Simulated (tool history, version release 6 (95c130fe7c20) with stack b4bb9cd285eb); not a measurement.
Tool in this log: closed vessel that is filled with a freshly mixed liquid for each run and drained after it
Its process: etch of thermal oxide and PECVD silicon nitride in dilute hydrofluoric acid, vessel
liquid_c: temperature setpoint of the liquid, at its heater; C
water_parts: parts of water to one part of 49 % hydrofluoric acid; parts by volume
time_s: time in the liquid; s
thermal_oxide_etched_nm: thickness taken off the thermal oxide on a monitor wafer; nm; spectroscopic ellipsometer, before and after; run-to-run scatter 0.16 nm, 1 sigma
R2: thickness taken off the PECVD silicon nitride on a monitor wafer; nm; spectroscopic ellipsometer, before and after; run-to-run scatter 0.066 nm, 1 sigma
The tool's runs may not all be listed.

Run 1, hour 0: liquid_c 24 C, water_parts 240 parts by volume, time_s 665 s. Result: thermal_oxide_etched_nm 10.172 nm, R2 4.9862 nm.
Run 2, hour 5.7: liquid_c 22.5 C, water_parts 240 parts by volume, time_s 665 s. Result: thermal_oxide_etched_nm 9.7139 nm, R2 4.5495 nm.
Run 3, hour 9.9: liquid_c 25.5 C, water_parts 240 parts by volume, time_s 665 s. Result: thermal_oxide_etched_nm 10.514 nm, R2 5.3573 nm.
Run 4, hour 12.1: liquid_c 25 C, water_parts 225 parts by volume, time_s 655 s. Result: thermal_oxide_etched_nm 11.178 nm, R2 5.3702 nm.
Run 5, hour 14.6: liquid_c 25 C, water_parts 215 parts by volume, time_s 640 s. Result: thermal_oxide_etched_nm 11.482 nm, R2 5.7405 nm.
Run 6, hour 22.2: liquid_c 25 C, water_parts 215 parts by volume, time_s 415 s. Result: thermal_oxide_etched_nm 7.5933 nm, R2 3.6814 nm.
Run 7, hour 27.1: liquid_c 25 C, water_parts 195 parts by volume, time_s 405 s. Result: thermal_oxide_etched_nm 8.1775 nm, R2 3.9655 nm.
Run 8, hour 33.2: liquid_c 25 C, water_parts 175 parts by volume, time_s 405 s. Result: thermal_oxide_etched_nm 9.4681 nm, R2 4.3733 nm.

Run 9 has not been measured yet. What should we expect?
Run 9, hour 37.3: liquid_c 25 C, water_parts 160 parts by volume, time_s 395 s. Result: thermal_oxide_etched_nm ?, R2 ?.

thermal_oxide_etched_nm: 10.276 nm
R2: 4.6252 nm
